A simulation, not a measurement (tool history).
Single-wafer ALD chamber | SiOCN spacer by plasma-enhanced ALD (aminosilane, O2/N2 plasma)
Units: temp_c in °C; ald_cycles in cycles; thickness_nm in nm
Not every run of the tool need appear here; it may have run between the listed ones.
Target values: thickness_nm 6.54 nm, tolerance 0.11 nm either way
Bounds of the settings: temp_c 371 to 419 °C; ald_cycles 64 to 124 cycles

Run 1, hour 0: temp_c 395 °C, ald_cycles 94 cycles. Result: thickness_nm 5.5539 nm.
Run 2, hour 4.9: temp_c 395 °C, ald_cycles 97 cycles. Result: thickness_nm 5.7031 nm.
Run 3, hour 14: temp_c 388 °C, ald_cycles 97 cycles. Result: thickness_nm 5.7183 nm.
Run 4, hour 20.9: temp_c 388 °C, ald_cycles 84 cycles. Result: thickness_nm 4.9499 nm.
Run 5, hour 25.5: temp_c 388 °C, ald_cycles 89 cycles. Result: thickness_nm 5.2382 nm.
Run 6, hour 29.1: temp_c 379 °C, ald_cycles 89 cycles. Result: thickness_nm 5.2517 nm.
Run 7, hour 36.1: temp_c 379 °C, ald_cycles 89 cycles. Result: thickness_nm 5.26 nm.
Run 8, hour 39.4: temp_c 379 °C, ald_cycles 93 cycles. Result: thickness_nm 5.4644 nm.
Run 9, hour 48.2: temp_c 379 °C, ald_cycles 96 cycles. Result: thickness_nm 5.6509 nm.
Run 10, hour 51.3: temp_c 379 °C, ald_cycles 99 cycles. Result: thickness_nm 5.83 nm.
Run 11, hour 59.7: temp_c 379 °C, ald_cycles 101 cycles. Result: thickness_nm 5.9384 nm.
Run 12, hour 60.8: temp_c 379 °C, ald_cycles 103 cycles. Result: thickness_nm 6.0622 nm.

Exercise: of the 4 proposed moves below, exactly one satisfies all targets within the stated allowed misses. Which move is it?
Run A, hour 61.9: temp_c 371 °C, ald_cycles 115 cycles. Result: thickness_nm ?.
Run B, hour 61.9: temp_c 373 °C, ald_cycles 107 cycles. Result: thickness_nm ?.
Run C, hour 61.9: temp_c 378 °C, ald_cycles 91 cycles. Result: thickness_nm ?.
Run D, hour 61.9: temp_c 393 °C, ald_cycles 111 cycles. Result: thickness_nm ?.

move  thickness_nm
   A        6.7579
   B        6.2878
   C        5.3475
   D        6.5228
A: the result that was furthest off in the last run now lies on the other side of its target
B: closes in on the targets versus the last run, not all within tolerance yet
C: the biggest miss grows against the last run
D: in spec on every target
D is the move that brings every result within its allowed miss.
